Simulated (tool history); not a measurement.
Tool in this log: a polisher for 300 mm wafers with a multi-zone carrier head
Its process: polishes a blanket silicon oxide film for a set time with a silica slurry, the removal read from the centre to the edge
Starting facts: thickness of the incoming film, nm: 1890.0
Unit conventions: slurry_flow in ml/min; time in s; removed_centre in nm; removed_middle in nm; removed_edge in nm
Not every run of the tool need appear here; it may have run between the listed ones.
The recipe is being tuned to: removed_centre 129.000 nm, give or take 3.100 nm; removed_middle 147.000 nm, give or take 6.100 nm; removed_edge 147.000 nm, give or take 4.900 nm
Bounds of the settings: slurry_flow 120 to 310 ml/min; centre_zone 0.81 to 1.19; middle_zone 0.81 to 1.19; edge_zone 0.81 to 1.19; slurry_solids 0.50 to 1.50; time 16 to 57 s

{"run": 1, "hour": 0.0, "slurry_flow": 200, "centre_zone": 1.0, "middle_zone": 1.0, "edge_zone": 1.0, "slurry_solids": 1.0, "time": 36, "removed_centre": 98.78, "removed_middle": 99.284, "removed_edge": 96.957}
{"run": 2, "hour": 6.9, "slurry_flow": 200, "centre_zone": 0.99, "middle_zone": 1.02, "edge_zone": 1.04, "slurry_solids": 1.1, "time": 37, "removed_centre": 103.93, "removed_middle": 102.93, "removed_edge": 104.38}
{"run": 3, "hour": 9.9, "slurry_flow": 200, "centre_zone": 0.99, "middle_zone": 1.02, "edge_zone": 1.04, "slurry_solids": 1.1, "time": 33, "removed_centre": 91.429, "removed_middle": 93.876, "removed_edge": 93.444}
{"run": 4, "hour": 12.2, "slurry_flow": 210, "centre_zone": 0.97, "middle_zone": 1.05, "edge_zone": 1.06, "slurry_solids": 1.2, "time": 35, "removed_centre": 99.464, "removed_middle": 102.18, "removed_edge": 102.22}
{"run": 5, "hour": 14.3, "slurry_flow": 210, "centre_zone": 0.89, "middle_zone": 1.05, "edge_zone": 1.06, "slurry_solids": 1.2, "time": 35, "removed_centre": 91.245, "removed_middle": 107.57, "removed_edge": 102.18}
{"run": 6, "hour": 19.8, "slurry_flow": 210, "centre_zone": 0.89, "middle_zone": 1.05, "edge_zone": 1.06, "slurry_solids": 1.2, "time": 39, "removed_centre": 101.87, "removed_middle": 118.3, "removed_edge": 115.44}
{"run": 7, "hour": 23.6, "slurry_flow": 215, "centre_zone": 0.89, "middle_zone": 1.06, "edge_zone": 1.07, "slurry_solids": 1.25, "time": 40, "removed_centre": 106.34, "removed_middle": 119.59, "removed_edge": 119.28}
{"run": 8, "hour": 25.2, "slurry_flow": 210, "centre_zone": 0.88, "middle_zone": 1.07, "edge_zone": 1.07, "slurry_solids": 1.3, "time": 41, "removed_centre": 107.26, "removed_middle": 127.72, "removed_edge": 124.28}
{"run": 9, "hour": 28.6, "slurry_flow": 220, "centre_zone": 0.89, "middle_zone": 1.08, "edge_zone": 1.08, "slurry_solids": 1.35, "time": 42, "removed_centre": 113.1, "removed_middle": 134.41, "removed_edge": 130.65}
{"hour": 30.2, "done": "slurry nozzle cleaned"}
{"run": 10, "hour": 30.2, "slurry_flow": 225, "centre_zone": 0.9, "middle_zone": 1.08, "edge_zone": 1.09, "slurry_solids": 1.4, "time": 42, "removed_centre": 122.42, "removed_middle": 140.91, "removed_edge": 136.7}

Exactly one of the 4 candidate moves below puts every result within its allowed miss. Which one?
{"run": "A", "hour": 31.8, "slurry_flow": 220, "centre_zone": 0.89, "middle_zone": 1.05, "edge_zone": 1.12, "slurry_solids": 1.35, "time": 45, "removed_centre": "?", "removed_middle": "?", "removed_edge": "?"}
{"run": "B", "hour": 31.8, "slurry_flow": 310, "centre_zone": 0.99, "middle_zone": 1.19, "edge_zone": 0.99, "slurry_solids": 1.5, "time": 37, "removed_centre": "?", "removed_middle": "?", "removed_edge": "?"}
{"run": "C", "hour": 31.8, "slurry_flow": 225, "centre_zone": 0.94, "middle_zone": 1.05, "edge_zone": 1.06, "slurry_solids": 1.3, "time": 43, "removed_centre": "?", "removed_middle": "?", "removed_edge": "?"}
{"run": "D", "hour": 31.8, "slurry_flow": 260, "centre_zone": 0.93, "middle_zone": 1.05, "edge_zone": 1.02, "slurry_solids": 1.2, "time": 41, "removed_centre": "?", "removed_middle": "?", "removed_edge": "?"}

move=A removed_centre=126.610 removed_middle=144.030 removed_edge=147.700
move=B removed_centre=124.410 removed_middle=140.740 removed_edge=120.710
move=C removed_centre=126.900 removed_middle=136.550 removed_edge=136.130
move=D removed_centre=119.220 removed_middle=129.460 removed_edge=126.110
A: every result within its allowed miss
B: the biggest miss grows against the last run
C: brings the last run's worst result on target, with another outside its allowed miss
D: the biggest miss grows against the last run
Answer: A

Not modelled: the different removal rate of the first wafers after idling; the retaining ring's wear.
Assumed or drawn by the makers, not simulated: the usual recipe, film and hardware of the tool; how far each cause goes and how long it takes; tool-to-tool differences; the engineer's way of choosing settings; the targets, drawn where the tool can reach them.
